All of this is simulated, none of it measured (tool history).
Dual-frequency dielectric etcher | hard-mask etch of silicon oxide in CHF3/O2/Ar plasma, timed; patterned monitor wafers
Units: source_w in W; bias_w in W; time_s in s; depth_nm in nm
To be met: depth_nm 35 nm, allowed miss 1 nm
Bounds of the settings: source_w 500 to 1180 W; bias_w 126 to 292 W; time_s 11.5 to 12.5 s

run	hour	source_w	bias_w	time_s	depth_nm
1	0	840	209	12.5	30.738
2	3.6	840	209	11.5	28.389
3	12.2	840	241	11.5	29.601
4	20.5	840	241	12.5	32.436
5	27.5	840	255	12.5	33.054
6	28.6	870	258	12.5	33.372
7	36.9	890	261	12.5	33.894
8	43.8	890	261	12.5	33.881

5 next moves are on the table. One of them brings every result within its allowed miss. Which?
A	50.7	860	264	12	?
B	50.7	970	269	12.5	?
C	50.7	900	268	12	?
D	50.7	690	278	12.5	?
E	50.7	890	212	12.5	?

move	depth_nm
A	32.286
B	35.307
C	32.972
D	31.726
E	31.651
A: further off than the last run
B: meets every target
C: further off than the last run
D: further off than the last run
E: further off than the last run
Move B is the one to make.
